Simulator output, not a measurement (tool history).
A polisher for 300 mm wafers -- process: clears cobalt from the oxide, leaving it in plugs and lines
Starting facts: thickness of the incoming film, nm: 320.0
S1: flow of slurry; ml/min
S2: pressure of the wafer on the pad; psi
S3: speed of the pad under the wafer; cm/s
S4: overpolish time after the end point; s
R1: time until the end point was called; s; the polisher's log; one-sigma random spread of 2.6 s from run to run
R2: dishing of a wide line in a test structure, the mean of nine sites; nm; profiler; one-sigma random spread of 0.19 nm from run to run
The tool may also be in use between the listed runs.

{"run": 1, "hour": 0.0, "S1": 190, "S2": 1.2, "S3": 88, "S4": 15, "R1": 137.46, "R2": 14.783}
{"run": 2, "hour": 4.2, "S1": 190, "S2": 1.2, "S3": 88, "S4": 13, "R1": 133.8, "R2": 13.243}
{"run": 3, "hour": 6.7, "S1": 215, "S2": 1.2, "S3": 88, "S4": 13, "R1": 131.49, "R2": 13.324}
{"run": 4, "hour": 14.8, "S1": 215, "S2": 1.2, "S3": 88, "S4": 17, "R1": 125.64, "R2": 14.918}
{"run": 5, "hour": 16.4, "S1": 215, "S2": 1.2, "S3": 88, "S4": 14, "R1": 131.39, "R2": 14.119}
{"run": 6, "hour": 19.9, "S1": 200, "S2": 1.2, "S3": 88, "S4": 14, "R1": 131.53, "R2": 14.492}
{"run": 7, "hour": 23.6, "S1": 210, "S2": 1.2, "S3": 88, "S4": 13, "R1": 131.45, "R2": 13.708}

Run 8 is up next; what results do you expect?
{"run": 8, "hour": 30.1, "S1": 220, "S2": 1.2, "S3": 88, "S4": 12, "R1": "?", "R2": "?"}

R1: 132.83 s
R2: 12.988 nm
